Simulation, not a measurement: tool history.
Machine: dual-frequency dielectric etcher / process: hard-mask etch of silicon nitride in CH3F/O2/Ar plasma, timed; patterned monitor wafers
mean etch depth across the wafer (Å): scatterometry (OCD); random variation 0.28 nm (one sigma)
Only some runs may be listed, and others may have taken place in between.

| run | day | source power (kW) | bias power (kW) | etch time (s) | mean etch depth across the wafer (Å) |
|---|---|---|---|---|---|
| 1 | 0 | 0.44 | 0.073 | 88 | 623.27 |
| 2 | 0.1 | 0.41 | 0.072 | 88 | 592.12 |
| 3 | 0.233 | 0.4 | 0.072 | 88 | 578.45 |
| 4 | 0.392 | 0.44 | 0.072 | 88 | 621.33 |
| 5 | 0.7 | 0.51 | 0.072 | 88 | 672.98 |
| 6 | 0.9 | 0.48 | 0.071 | 88 | 645.73 |
| 7 | 1.154 | 0.45 | 0.07 | 88 | 626.3 |
| 8 | 1.321 | 0.43 | 0.069 | 87.5 | 595.86 |

Run 9 is up next; what results do you expect?
| 9 | 1.375 | 0.42 | 0.069 | 87.5 | ? |

Run 9 measured mean etch depth across the wafer (Å) 583.46.

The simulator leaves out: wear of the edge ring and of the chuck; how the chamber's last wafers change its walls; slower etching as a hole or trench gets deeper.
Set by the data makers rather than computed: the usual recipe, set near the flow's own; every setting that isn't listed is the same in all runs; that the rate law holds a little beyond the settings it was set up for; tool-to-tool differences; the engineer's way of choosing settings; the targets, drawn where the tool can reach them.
